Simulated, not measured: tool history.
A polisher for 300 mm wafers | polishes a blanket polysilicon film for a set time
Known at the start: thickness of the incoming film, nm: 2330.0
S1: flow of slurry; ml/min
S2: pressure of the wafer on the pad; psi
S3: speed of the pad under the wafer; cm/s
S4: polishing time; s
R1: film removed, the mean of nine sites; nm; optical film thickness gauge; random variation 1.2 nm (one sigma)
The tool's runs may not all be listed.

| run | hour | S1 | S2 | S3 | S4 | R1 |
|---|---|---|---|---|---|---|
| 1 | 0.0 | 275 | 2.9 | 84 | 21 | 164.56 |
| 2 | 8.4 | 275 | 2.7 | 84 | 21 | 151.22 |
| 3 | 11.4 | 275 | 3.0 | 84 | 21 | 169.87 |
| 4 | 13.3 | 310 | 3.0 | 84 | 21 | 173.25 |
|  | 19.3 | head pressure recalibrated |
| 5 | 19.3 | 310 | 3.0 | 68 | 21 | 160.23 |
| 6 | 27.8 | 290 | 2.9 | 68 | 21 | 151.30 |
| 7 | 30.3 | 280 | 2.8 | 68 | 21 | 147.17 |
| 8 | 34.6 | 275 | 2.7 | 68 | 21 | 140.80 |
| 9 | 42.9 | 270 | 2.6 | 68 | 21 | 135.18 |

The next listed run, before its measurement:
| 10 | 51.2 | 265 | 2.3 | 68 | 21 | ? |

R1: 119.87 nm

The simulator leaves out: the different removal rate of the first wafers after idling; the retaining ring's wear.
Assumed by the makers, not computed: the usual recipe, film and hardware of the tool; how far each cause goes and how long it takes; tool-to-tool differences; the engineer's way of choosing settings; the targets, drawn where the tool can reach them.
